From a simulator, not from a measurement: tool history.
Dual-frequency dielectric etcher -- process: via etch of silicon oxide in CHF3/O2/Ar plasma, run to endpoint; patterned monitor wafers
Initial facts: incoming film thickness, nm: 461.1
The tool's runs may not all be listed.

run  hour  source power (W)  bias power (W)  endpoint time (s)
  1     0               600             123             277.16
  2   1.4               570             120             288.29
  3    10               550             119             292.62
  4  16.4               530             118             300.48
  5  20.3               530             139             288.76
  6  21.5               530             126              296.5

For run 7, what comes out?
  7  30.6               410             107                  ?

{"run 7": {"endpoint time (s)": 379.22}}
